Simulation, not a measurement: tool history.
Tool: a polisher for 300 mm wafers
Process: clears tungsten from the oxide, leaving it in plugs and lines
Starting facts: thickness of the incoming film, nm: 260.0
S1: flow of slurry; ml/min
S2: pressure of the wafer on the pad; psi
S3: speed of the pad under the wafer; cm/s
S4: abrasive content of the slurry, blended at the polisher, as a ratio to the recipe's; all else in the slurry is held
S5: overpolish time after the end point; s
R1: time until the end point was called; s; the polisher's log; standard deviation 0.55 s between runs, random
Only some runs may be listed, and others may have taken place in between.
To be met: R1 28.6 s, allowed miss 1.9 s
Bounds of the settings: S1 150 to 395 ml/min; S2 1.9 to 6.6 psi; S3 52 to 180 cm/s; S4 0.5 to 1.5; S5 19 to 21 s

run,day,S1,S2,S3,S4,S5,R1
1,0,250,4.2,116,1,19,54.691
2,0.358,250,4.9,116,1,19,46.36
3,0.7,250,5.2,118,1,19,42.527
4,0.779,200,5.2,118,1,19,43.478
5,0.975,200,5.5,120,1,19,41.364
6,1.254,200,5.7,124,1,19,38.301
7,1.371,200,5.9,126,1,19,36.9
8,1.533,200,6,130,1,19,34.238
9,1.767,200,6.1,132,1,19,33.554
10,2.062,200,6.2,134,1,19,32.869
11,2.333,200,6.3,136,1,19,31.523
12,2.592,200,6.4,138,1,19,32.132

Consider the 5 candidate settings below. Which is the only one whose results all fall within their allowed miss of target?
A,2.85,250,4.7,152,1.15,19,?
B,2.85,195,5.9,142,1,20,?
C,2.85,220,6.6,142,0.95,19,?
D,2.85,200,6.6,166,1,19,?
E,2.85,165,6.2,138,1,19,?

move,R1
A,36.193
B,33.231
C,29.762
D,25.491
E,33.354
A: further off than the last run
B: further off than the last run
C: each result inside its tolerance
D: pushes the last run's worst result past its target
E: further off than the last run
Answer: C
